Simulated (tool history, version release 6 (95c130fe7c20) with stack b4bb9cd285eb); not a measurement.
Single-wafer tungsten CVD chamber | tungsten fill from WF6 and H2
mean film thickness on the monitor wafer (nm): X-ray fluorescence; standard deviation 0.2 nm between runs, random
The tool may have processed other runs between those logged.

run  hour  heater temperature setpoint (K)  chamber pressure (Torr)  deposition time (s)  mean film thickness on the monitor wafer (nm)
  1   0.0                           668.15                     41.4                 14.1                                         45.955
  2   2.0                           668.15                     41.4                 14.1                                         45.986
  3   5.4                           658.15                     41.4                 14.1                                         39.190
  4  12.6                           663.15                     41.5                 14.1                                         42.442
  5  13.8                           663.15                     34.4                 14.1                                         38.919
  6  22.4                           663.15                     34.4                 14.1                                         38.797

Expected results for the next run?
  7  27.6                           675.15                     35.1                 14.1                                              ?

mean film thickness on the monitor wafer (nm): 47.462
